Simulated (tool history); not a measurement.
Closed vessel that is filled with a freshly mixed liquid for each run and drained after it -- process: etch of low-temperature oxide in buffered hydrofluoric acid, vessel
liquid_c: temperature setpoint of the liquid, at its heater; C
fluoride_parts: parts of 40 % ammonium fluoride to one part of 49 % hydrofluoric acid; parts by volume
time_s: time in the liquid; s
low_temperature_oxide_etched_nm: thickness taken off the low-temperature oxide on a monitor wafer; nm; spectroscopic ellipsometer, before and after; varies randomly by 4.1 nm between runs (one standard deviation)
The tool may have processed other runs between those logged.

run	day	liquid_c	fluoride_parts	time_s	low_temperature_oxide_etched_nm
1	0	23	12	85	370.2
2	0.338	23	9	85	469.74
3	0.708	20.5	9	85	406.27
4	1.062	20.5	9	95	453.92
5	1.183	20.5	9	85	406.8
6	1.271	17.5	9	85	345.44
7	1.5	18	9	85	360.27
8	1.65	18.5	9	85	362.96
9	1.988	19	9	85	375.62

Run 10 is up next; what results do you expect?
10	2.108	19.5	9	85	?

low_temperature_oxide_etched_nm: 390.37 nm
